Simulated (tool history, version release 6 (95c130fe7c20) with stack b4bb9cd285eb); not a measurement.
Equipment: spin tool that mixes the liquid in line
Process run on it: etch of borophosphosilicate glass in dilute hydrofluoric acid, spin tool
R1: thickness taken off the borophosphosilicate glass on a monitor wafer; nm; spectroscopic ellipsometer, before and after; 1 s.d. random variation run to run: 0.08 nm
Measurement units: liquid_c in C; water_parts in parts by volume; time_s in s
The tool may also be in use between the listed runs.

{"run": 1, "hour": 0.0, "liquid_c": 24.0, "water_parts": 230, "time_s": 45, "R1": 11.734}
{"run": 2, "hour": 4.1, "liquid_c": 24.0, "water_parts": 280, "time_s": 45, "R1": 9.1968}
{"run": 3, "hour": 6.1, "liquid_c": 23.5, "water_parts": 280, "time_s": 45, "R1": 8.9165}
{"run": 4, "hour": 10.4, "liquid_c": 23.0, "water_parts": 280, "time_s": 45, "R1": 8.8068}
{"run": 5, "hour": 17.8, "liquid_c": 23.0, "water_parts": 280, "time_s": 50, "R1": 9.6447}
{"run": 6, "hour": 19.8, "liquid_c": 24.5, "water_parts": 280, "time_s": 50, "R1": 10.351}

Run 7, settings as shown, results not yet in. Your forecast:
{"run": 7, "hour": 22.7, "liquid_c": 20.5, "water_parts": 285, "time_s": 50, "R1": "?"}

Run 7 gave R1 8.5841 nm.
